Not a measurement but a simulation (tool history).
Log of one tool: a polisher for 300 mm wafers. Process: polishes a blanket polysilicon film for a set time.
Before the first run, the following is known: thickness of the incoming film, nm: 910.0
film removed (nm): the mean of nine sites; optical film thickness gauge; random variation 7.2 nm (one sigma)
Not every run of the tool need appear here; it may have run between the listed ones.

run	hour	flow of slurry (ml/min)	pressure of the wafer on the pad (kPa)	speed of the pad under the wafer (m/s)	polishing time (s)	film removed (nm)
1	0.0	255	17.9	1.08	47	412.77
2	8.9	255	20.7	1.10	47	456.58
3	15.3	320	20.7	1.10	47	471.53
4	23.0	320	22.8	1.18	47	541.23
5	30.4	320	24.1	1.24	47	590.06
6	34.4	320	26.9	1.24	47	649.21
7	42.9	320	26.9	1.30	47	677.67

Run 8 is up next; what results do you expect?
8	49.5	320	26.9	1.34	47	?

Run 8 measured film removed (nm) 712.52.
